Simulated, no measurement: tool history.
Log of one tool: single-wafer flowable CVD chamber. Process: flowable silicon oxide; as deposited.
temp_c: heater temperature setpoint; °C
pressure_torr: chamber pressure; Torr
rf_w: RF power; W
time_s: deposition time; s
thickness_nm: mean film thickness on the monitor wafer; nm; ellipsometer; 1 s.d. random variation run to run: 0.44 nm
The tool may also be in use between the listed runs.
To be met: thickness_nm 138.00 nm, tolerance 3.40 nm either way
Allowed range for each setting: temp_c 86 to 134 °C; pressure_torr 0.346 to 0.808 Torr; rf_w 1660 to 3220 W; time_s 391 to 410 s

run 1 hour=0.0 | temp_c=110 pressure_torr=0.577 rf_w=2440 time_s=410 | thickness_nm=118.15
run 2 hour=2.5 | temp_c=109 pressure_torr=0.577 rf_w=2440 time_s=410 | thickness_nm=123.02
run 3 hour=5.0 | temp_c=108 pressure_torr=0.577 rf_w=2440 time_s=410 | thickness_nm=127.70
run 4 hour=9.4 | temp_c=107 pressure_torr=0.577 rf_w=2440 time_s=410 | thickness_nm=133.17
run 5 hour=12.3 | temp_c=107 pressure_torr=0.503 rf_w=2440 time_s=410 | thickness_nm=115.72
run 6 hour=19.7 | temp_c=106 pressure_torr=0.503 rf_w=2440 time_s=410 | thickness_nm=120.50
run 7 hour=26.4 | temp_c=106 pressure_torr=0.503 rf_w=2440 time_s=410 | thickness_nm=120.98
run 8 hour=34.4 | temp_c=105 pressure_torr=0.503 rf_w=2440 time_s=410 | thickness_nm=125.59

Which of these 5 next moves meets every target?
run A hour=42.4 | temp_c=103 pressure_torr=0.502 rf_w=2385 time_s=400 | thickness_nm=?
run B hour=42.4 | temp_c=100 pressure_torr=0.383 rf_w=2855 time_s=395 | thickness_nm=?
run C hour=42.4 | temp_c=104 pressure_torr=0.514 rf_w=2520 time_s=404 | thickness_nm=?
run D hour=42.4 | temp_c=103 pressure_torr=0.535 rf_w=2365 time_s=399 | thickness_nm=?
run E hour=42.4 | temp_c=100 pressure_torr=0.518 rf_w=2570 time_s=391 | thickness_nm=?

move=A thickness_nm=130.92
move=B thickness_nm=116.58
move=C thickness_nm=131.20
move=D thickness_nm=138.43
move=E thickness_nm=149.44
A: nearer the targets than the last run, but a result is still out of spec
B: further off than the last run
C: nearer the targets than the last run, but a result is still out of spec
D: each result inside its tolerance
E: takes the result that was furthest off past its target
D meets every target.
